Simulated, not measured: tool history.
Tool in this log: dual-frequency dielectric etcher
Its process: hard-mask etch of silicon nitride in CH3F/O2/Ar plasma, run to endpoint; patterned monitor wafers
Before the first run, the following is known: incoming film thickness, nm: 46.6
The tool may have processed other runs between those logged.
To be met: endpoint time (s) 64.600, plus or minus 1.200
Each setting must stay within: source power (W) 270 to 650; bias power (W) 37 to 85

run 1 hour=0.0 | source_power_(W)=460 bias_power_(W)=61 | endpoint_time_(s)=71.461
run 2 hour=1.9 | source_power_(W)=460 bias_power_(W)=56 | endpoint_time_(s)=72.925
run 3 hour=9.7 | source_power_(W)=460 bias_power_(W)=63 | endpoint_time_(s)=71.266
run 4 hour=11.6 | source_power_(W)=480 bias_power_(W)=64 | endpoint_time_(s)=69.552
run 5 hour=14.1 | source_power_(W)=490 bias_power_(W)=64 | endpoint_time_(s)=68.518
run 6 hour=20.1 | source_power_(W)=500 bias_power_(W)=64 | endpoint_time_(s)=68.333
run 7 hour=28.2 | source_power_(W)=510 bias_power_(W)=64 | endpoint_time_(s)=67.466
run 8 hour=32.6 | source_power_(W)=520 bias_power_(W)=64 | endpoint_time_(s)=67.120
run 9 hour=35.3 | source_power_(W)=530 bias_power_(W)=64 | endpoint_time_(s)=65.975

Which of these 5 next moves meets every target?
run A hour=38.0 | source_power_(W)=510 bias_power_(W)=61 | endpoint_time_(s)=?
run B hour=38.0 | source_power_(W)=580 bias_power_(W)=72 | endpoint_time_(s)=?
run C hour=38.0 | source_power_(W)=550 bias_power_(W)=67 | endpoint_time_(s)=?
run D hour=38.0 | source_power_(W)=510 bias_power_(W)=62 | endpoint_time_(s)=?
run E hour=38.0 | source_power_(W)=520 bias_power_(W)=64 | endpoint_time_(s)=?

move=A endpoint_time_(s)=68.366
move=B endpoint_time_(s)=62.185
move=C endpoint_time_(s)=64.717
move=D endpoint_time_(s)=68.148
move=E endpoint_time_(s)=67.089
A: the biggest miss grows against the last run
B: moves the result that the last run missed by most past its target, out the other side
C: meets every target
D: the biggest miss grows against the last run
E: the biggest miss grows against the last run
Move C is the one to make.
